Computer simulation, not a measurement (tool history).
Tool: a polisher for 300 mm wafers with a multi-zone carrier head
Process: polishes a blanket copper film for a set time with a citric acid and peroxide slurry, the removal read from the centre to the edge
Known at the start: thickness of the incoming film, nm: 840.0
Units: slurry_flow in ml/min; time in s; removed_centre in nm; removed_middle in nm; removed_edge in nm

| run | hour | slurry_flow | centre_zone | middle_zone | edge_zone | slurry_solids | time | removed_centre | removed_middle | removed_edge |
|---|---|---|---|---|---|---|---|---|---|---|
| 1 | 0.0 | 185 | 1.00 | 1.00 | 1.00 | 1.00 | 49 | 75.315 | 72.613 | 75.279 |
| 2 | 7.7 | 185 | 0.95 | 1.00 | 1.00 | 1.00 | 49 | 70.413 | 73.122 | 74.909 |
| 3 | 16.7 | 185 | 0.95 | 1.00 | 1.00 | 1.15 | 49 | 72.817 | 75.160 | 77.059 |
| 4 | 20.7 | 195 | 0.99 | 1.00 | 1.04 | 1.25 | 51 | 82.469 | 80.554 | 83.551 |
| 5 | 26.5 | 195 | 0.95 | 1.00 | 1.04 | 1.25 | 51 | 77.970 | 81.326 | 84.569 |
| 6 | 32.7 | 205 | 0.98 | 0.99 | 1.07 | 1.30 | 52 | 84.712 | 83.026 | 89.185 |
| 7 | 38.0 | 215 | 1.01 | 1.00 | 1.09 | 1.35 | 53 | 88.215 | 86.181 | 92.526 |
| 8 | 39.5 | 220 | 1.04 | 1.00 | 1.10 | 1.40 | 54 | 94.677 | 88.685 | 95.247 |
| 9 | 46.3 | 230 | 1.06 | 1.00 | 1.12 | 1.40 | 55 | 98.649 | 89.588 | 98.647 |
| 10 | 52.0 | 235 | 1.08 | 1.01 | 1.13 | 1.40 | 56 | 103.730 | 94.402 | 101.160 |
| 11 | 53.9 | 240 | 1.10 | 1.01 | 1.14 | 1.40 | 56 | 103.800 | 94.710 | 100.990 |
| 12 | 58.0 | 245 | 1.12 | 1.00 | 1.15 | 1.40 | 56 | 106.650 | 92.939 | 101.600 |
| 13 | 63.2 | 250 | 1.13 | 1.00 | 1.16 | 1.40 | 56 | 109.550 | 93.061 | 103.090 |
| 14 | 67.8 | 255 | 1.14 | 1.00 | 1.17 | 1.40 | 56 | 111.610 | 94.078 | 103.970 |
| 15 | 76.3 | 255 | 1.14 | 1.00 | 1.17 | 1.40 | 56 | 111.740 | 93.355 | 103.910 |
| 16 | 82.0 | 260 | 1.14 | 1.00 | 1.17 | 1.40 | 56 | 109.950 | 93.334 | 104.630 |

Forecast run 17:
| 17 | 87.4 | 265 | 1.15 | 1.00 | 1.17 | 1.40 | 56 | ? | ? | ? |

Run 17 gave removed_centre 112.970 nm, removed_middle 95.125 nm, removed_edge 104.070 nm.
